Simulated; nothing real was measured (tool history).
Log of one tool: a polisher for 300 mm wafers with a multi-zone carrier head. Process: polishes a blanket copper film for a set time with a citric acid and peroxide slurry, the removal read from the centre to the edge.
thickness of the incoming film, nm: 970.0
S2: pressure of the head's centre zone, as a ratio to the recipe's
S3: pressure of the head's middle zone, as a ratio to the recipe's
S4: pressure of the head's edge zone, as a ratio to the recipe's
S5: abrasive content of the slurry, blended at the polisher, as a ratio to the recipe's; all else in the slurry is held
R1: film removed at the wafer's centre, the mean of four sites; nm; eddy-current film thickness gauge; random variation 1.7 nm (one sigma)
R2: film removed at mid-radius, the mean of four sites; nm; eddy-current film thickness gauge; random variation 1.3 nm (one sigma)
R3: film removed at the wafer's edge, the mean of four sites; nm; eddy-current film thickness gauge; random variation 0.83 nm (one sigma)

{"run": 1, "hour": 0.0, "flow of slurry (ml/min)": 135, "S2": 1, "S3": 1, "S4": 1, "S5": 1, "polishing time (s)": 84, "R1": 162.72, "R2": 171.16, "R3": 168.68}
{"run": 2, "hour": 2.6, "flow of slurry (ml/min)": 120, "S2": 0.95, "S3": 0.95, "S4": 0.96, "S5": 0.85, "polishing time (s)": 83, "R1": 147.37, "R2": 152.39, "R3": 152.21}
{"run": 3, "hour": 4.5, "flow of slurry (ml/min)": 110, "S2": 0.9, "S3": 0.93, "S4": 0.98, "S5": 0.75, "polishing time (s)": 82, "R1": 131.62, "R2": 140.2, "R3": 145.64}
{"run": 4, "hour": 6.3, "flow of slurry (ml/min)": 110, "S2": 0.9, "S3": 0.93, "S4": 0.98, "S5": 0.75, "polishing time (s)": 99, "R1": 159.55, "R2": 169.1, "R3": 177.3}
{"run": 5, "hour": 12.0, "flow of slurry (ml/min)": 110, "S2": 0.93, "S3": 0.93, "S4": 0.98, "S5": 0.75, "polishing time (s)": 99, "R1": 163.76, "R2": 171.84, "R3": 176.07}
{"run": 6, "hour": 15.9, "flow of slurry (ml/min)": 110, "S2": 0.93, "S3": 0.88, "S4": 0.98, "S5": 0.75, "polishing time (s)": 99, "R1": 163.22, "R2": 164.95, "R3": 176.32}

Forecast run 7:
{"run": 7, "hour": 21.9, "flow of slurry (ml/min)": 100, "S2": 0.89, "S3": 0.88, "S4": 0.98, "S5": 0.65, "polishing time (s)": 95, "R1": "?", "R2": "?", "R3": "?"}

{"run 7": {"R1": 142.04, "R2": 150.97, "R3": 158.97}}

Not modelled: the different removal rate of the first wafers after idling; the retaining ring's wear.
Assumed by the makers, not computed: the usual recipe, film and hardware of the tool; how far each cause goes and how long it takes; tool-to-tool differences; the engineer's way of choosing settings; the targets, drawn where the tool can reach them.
